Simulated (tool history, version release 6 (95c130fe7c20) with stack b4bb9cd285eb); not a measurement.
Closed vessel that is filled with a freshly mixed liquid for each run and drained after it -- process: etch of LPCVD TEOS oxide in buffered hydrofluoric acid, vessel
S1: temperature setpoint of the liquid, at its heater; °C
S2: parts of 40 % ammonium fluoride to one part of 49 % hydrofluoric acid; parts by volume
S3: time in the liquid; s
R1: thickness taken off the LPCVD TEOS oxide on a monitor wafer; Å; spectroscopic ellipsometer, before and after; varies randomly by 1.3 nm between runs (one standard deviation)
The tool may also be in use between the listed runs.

Run 1, day 0.000: S1 24.0 °C, S2 17.5 parts by volume, S3 85 s. Result: R1 2398.9 Å.
Run 2, day 0.108: S1 24.0 °C, S2 17.5 parts by volume, S3 90 s. Result: R1 2514.3 Å.
Run 3, day 0.412: S1 24.0 °C, S2 13.0 parts by volume, S3 90 s. Result: R1 3393.2 Å.
Run 4, day 0.496: S1 24.0 °C, S2 13.0 parts by volume, S3 85 s. Result: R1 3236.7 Å.
Run 5, day 0.700: S1 24.0 °C, S2 15.5 parts by volume, S3 85 s. Result: R1 2676.2 Å.
Run 6, day 1.004: S1 23.0 °C, S2 16.0 parts by volume, S3 85 s. Result: R1 2439.6 Å.
Run 7, day 1.129: S1 22.0 °C, S2 16.0 parts by volume, S3 85 s. Result: R1 2281.5 Å.

Run 8 comes next. What will it give?
Run 8, day 1.238: S1 21.5 °C, S2 16.0 parts by volume, S3 85 s. Result: R1 ?.

R1: 2256.5 Å
